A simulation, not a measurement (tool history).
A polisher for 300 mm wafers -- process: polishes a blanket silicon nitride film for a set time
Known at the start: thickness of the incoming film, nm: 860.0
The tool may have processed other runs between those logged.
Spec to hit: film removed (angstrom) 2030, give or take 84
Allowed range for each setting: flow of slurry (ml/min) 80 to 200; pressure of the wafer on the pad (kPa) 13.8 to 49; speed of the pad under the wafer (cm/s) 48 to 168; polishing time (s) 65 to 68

run	hour	flow of slurry (ml/min)	pressure of the wafer on the pad (kPa)	speed of the pad under the wafer (cm/s)	polishing time (s)	film removed (angstrom)
1	0	130	31	108	65	1263.6
2	1.2	130	31	108	65	1304.1
3	9.5	135	33.8	108	65	1397.7
4	12.7	135	37.2	108	65	1556.3
5	13.3	135	39.3	108	65	1676.5
6	14.7	135	39.3	108	65	1642.3
7	19.4	140	40.7	108	65	1701.5
8	25.9	140	42.1	108	65	1779.7
9	32.7	140	43.4	108	65	1843
10	35.1	140	44.1	108	65	1885.4
11	44.1	140	44.1	108	65	1829.1
12	52.7	140	44.8	108	65	1928.3
13	59.8	140	45.5	108	65	1882.9

Below are 5 possible settings for the next run. Only one of them brings all results inside the allowed miss of their targets. Which is it?
A	66.9	135	43.4	100	65	?
B	66.9	125	40	106	65	?
C	66.9	170	42.7	94	66	?
D	66.9	160	43.4	96	66	?
E	66.9	130	40.7	126	68	?

move	film removed (angstrom)
A	1720.1
B	1641.1
C	1694.1
D	1735.1
E	2017.9
A: the biggest miss grows against the last run
B: the biggest miss grows against the last run
C: the biggest miss grows against the last run
D: the biggest miss grows against the last run
E: meets every target
Go with E: it meets all targets.
